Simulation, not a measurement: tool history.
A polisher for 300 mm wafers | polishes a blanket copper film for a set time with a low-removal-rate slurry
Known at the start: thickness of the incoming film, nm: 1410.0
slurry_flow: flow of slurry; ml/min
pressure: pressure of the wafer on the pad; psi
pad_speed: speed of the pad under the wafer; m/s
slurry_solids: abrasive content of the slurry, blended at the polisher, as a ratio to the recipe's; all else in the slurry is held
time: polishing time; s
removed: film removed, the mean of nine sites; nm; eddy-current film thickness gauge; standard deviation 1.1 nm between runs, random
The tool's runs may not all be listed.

run	hour	slurry_flow	pressure	pad_speed	slurry_solids	time	removed
1	0	295	2.7	1.04	1	34	109.31
2	7.6	295	2.9	1.04	1	34	116.54
3	13.3	295	2.9	1.04	1	30	103.56
4	19.3	295	2.6	1.04	1	30	93.842
5	27.9	265	2.6	1.04	1	30	92.524
6	33.1	280	2.8	1.04	1	30	99.172
7	41.1	295	3	1.06	1	30	107.52

Run 8, settings as shown, results not yet in. Your forecast:
8	48	300	3.1	1.08	1	30	?

removed: 112.79 nm

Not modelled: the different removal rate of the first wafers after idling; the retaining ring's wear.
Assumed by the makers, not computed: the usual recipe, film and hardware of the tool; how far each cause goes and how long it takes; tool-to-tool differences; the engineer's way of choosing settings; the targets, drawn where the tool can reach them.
